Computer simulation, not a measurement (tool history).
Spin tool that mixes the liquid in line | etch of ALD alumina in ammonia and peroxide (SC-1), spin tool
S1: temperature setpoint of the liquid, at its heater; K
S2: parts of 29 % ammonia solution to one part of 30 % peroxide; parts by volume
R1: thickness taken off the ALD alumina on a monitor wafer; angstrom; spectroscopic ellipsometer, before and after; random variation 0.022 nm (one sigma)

{"run": 1, "day": 0.0, "S1": 322.15, "S2": 0.45, "time under the liquid (s)": 90, "R1": 62.58}
{"run": 2, "day": 0.246, "S1": 322.15, "S2": 0.45, "time under the liquid (s)": 90, "R1": 63.867}
{"run": 3, "day": 0.358, "S1": 322.15, "S2": 0.45, "time under the liquid (s)": 70, "R1": 49.32}
{"run": 4, "day": 0.646, "S1": 322.15, "S2": 0.3, "time under the liquid (s)": 70, "R1": 47.255}
{"run": 5, "day": 0.838, "S1": 322.15, "S2": 0.4, "time under the liquid (s)": 70, "R1": 49.155}
{"run": 6, "day": 1.204, "S1": 322.15, "S2": 0.4, "time under the liquid (s)": 90, "R1": 62.389}
{"run": 7, "day": 1.329, "S1": 322.15, "S2": 0.4, "time under the liquid (s)": 90, "R1": 63.309}
{"run": 8, "day": 1.425, "S1": 320.15, "S2": 0.4, "time under the liquid (s)": 90, "R1": 55.978}

Forecast run 9:
{"run": 9, "day": 1.533, "S1": 318.65, "S2": 0.4, "time under the liquid (s)": 90, "R1": "?"}

R1: 51.28 angstrom
